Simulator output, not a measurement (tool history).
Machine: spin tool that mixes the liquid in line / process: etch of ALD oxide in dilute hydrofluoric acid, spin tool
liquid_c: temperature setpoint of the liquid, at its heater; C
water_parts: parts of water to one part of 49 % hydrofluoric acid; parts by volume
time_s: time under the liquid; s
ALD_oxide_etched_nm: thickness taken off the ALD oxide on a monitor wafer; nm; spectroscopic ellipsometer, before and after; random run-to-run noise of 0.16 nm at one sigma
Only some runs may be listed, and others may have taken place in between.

{"run": 1, "hour": 0.0, "liquid_c": 22, "water_parts": 50, "time_s": 55, "ALD_oxide_etched_nm": 22.907}
{"run": 2, "hour": 4.4, "liquid_c": 22, "water_parts": 50, "time_s": 60, "ALD_oxide_etched_nm": 25.248}
{"run": 3, "hour": 7.2, "liquid_c": 22, "water_parts": 40, "time_s": 60, "ALD_oxide_etched_nm": 32.02}
{"run": 4, "hour": 13.9, "liquid_c": 22, "water_parts": 40, "time_s": 60, "ALD_oxide_etched_nm": 31.771}
{"run": 5, "hour": 16.3, "liquid_c": 20.5, "water_parts": 45, "time_s": 60, "ALD_oxide_etched_nm": 26.245}
{"run": 6, "hour": 24.9, "liquid_c": 19.5, "water_parts": 50, "time_s": 60, "ALD_oxide_etched_nm": 22.216}
{"run": 7, "hour": 33.9, "liquid_c": 19, "water_parts": 50, "time_s": 60, "ALD_oxide_etched_nm": 22.241}

Estimate the outcome of run 8 from the log above:
{"run": 8, "hour": 36.6, "liquid_c": 18.5, "water_parts": 55, "time_s": 60, "ALD_oxide_etched_nm": "?"}

{"run 8": {"ALD_oxide_etched_nm": 19.84}}

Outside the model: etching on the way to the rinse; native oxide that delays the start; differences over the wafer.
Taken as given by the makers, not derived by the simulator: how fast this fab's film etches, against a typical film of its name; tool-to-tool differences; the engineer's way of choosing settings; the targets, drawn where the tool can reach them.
